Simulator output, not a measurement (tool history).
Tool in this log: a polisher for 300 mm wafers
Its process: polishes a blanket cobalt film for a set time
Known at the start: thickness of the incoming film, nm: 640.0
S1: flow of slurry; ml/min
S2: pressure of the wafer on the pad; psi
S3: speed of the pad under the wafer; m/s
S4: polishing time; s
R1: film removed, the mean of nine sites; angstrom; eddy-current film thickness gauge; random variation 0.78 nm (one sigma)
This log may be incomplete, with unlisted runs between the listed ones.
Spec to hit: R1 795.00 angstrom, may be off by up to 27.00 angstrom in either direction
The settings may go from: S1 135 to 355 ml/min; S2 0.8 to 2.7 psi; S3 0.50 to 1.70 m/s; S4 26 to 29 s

run  hour   S1   S2    S3  S4       R1
  1   0.0  225  1.7  1.10  29  1319.50
  2   8.6  225  1.7  1.10  29  1338.00
  3  12.2  225  1.7  1.36  29  1603.10
  4  14.2  225  2.0  1.36  29  1864.00
  5  21.4  225  1.6  1.26  29  1405.40
  6  26.3  260  1.6  1.26  29  1435.50
  7  29.5  260  1.3  1.20  29  1114.40
  8  36.2  260  1.1  1.20  29   953.70
  9  45.1  250  0.8  1.20  29   705.83
 10  48.1  265  0.8  1.20  29   701.07
 11  50.3  275  0.8  1.20  29   712.13

Exercise: of the 5 proposed moves below, exactly one satisfies all targets within the stated allowed misses. Which move is it?
  A  52.5  285  0.9  1.48  26   ?
  B  52.5  265  1.0  1.20  29   ?
  C  52.5  275  0.8  1.12  26   ?
  D  52.5  235  0.9  1.28  28   ?
  E  52.5  340  0.9  1.38  28   ?

move      R1
   A  862.25
   B  875.19
   C  600.49
   D  799.02
   E  885.65
A: moves the result that the last run missed by most past its target, out the other side
B: moves the result that the last run missed by most past its target, out the other side
C: further off than the last run
D: every result lands within tolerance
E: moves the result that the last run missed by most past its target, out the other side
Correct choice: D, which meets every target
